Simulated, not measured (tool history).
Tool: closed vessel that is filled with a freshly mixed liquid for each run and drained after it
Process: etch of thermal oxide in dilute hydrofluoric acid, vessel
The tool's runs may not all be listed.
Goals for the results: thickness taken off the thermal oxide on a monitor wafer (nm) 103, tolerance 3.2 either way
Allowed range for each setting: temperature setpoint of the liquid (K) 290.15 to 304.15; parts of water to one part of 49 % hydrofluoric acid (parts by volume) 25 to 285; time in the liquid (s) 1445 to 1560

run	hour	temperature setpoint of the liquid (K)	parts of water to one part of 49 % hydrofluoric acid (parts by volume)	time in the liquid (s)	thickness taken off the thermal oxide on a monitor wafer (nm)
1	0	296.15	155	1445	40.282
2	1	298.65	125	1445	56.262
3	8.9	298.65	125	1445	56.528
4	11.4	301.15	125	1445	61.639
5	17.5	302.15	110	1445	75.265
6	25.1	302.15	155	1445	49.808
7	28.3	302.65	130	1445	62.15
8	30.6	304.15	65	1450	147.78
9	32.3	302.15	65	1450	136.37
# hour 37.2: hydrofluoric acid flow meter replaced
10	37.2	300.15	65	1450	138.13
11	40.9	298.15	70	1450	117.59

Which one of the following 5 next-run settings gets every result inside its allowed miss? There is exactly one.
A	44.6	294.65	80	1535	?
B	44.6	300.15	65	1545	?
C	44.6	295.65	75	1545	?
D	44.6	297.15	80	1450	?
E	44.6	299.65	65	1500	?

move	thickness taken off the thermal oxide on a monitor wafer (nm)
A	93.374
B	147.25
C	105.08
D	97.637
E	140.14
A: pushes the last run's worst result past its target
B: misses by more than the last run did
C: all results in spec
D: pushes the last run's worst result past its target
E: misses by more than the last run did
The right move is C.

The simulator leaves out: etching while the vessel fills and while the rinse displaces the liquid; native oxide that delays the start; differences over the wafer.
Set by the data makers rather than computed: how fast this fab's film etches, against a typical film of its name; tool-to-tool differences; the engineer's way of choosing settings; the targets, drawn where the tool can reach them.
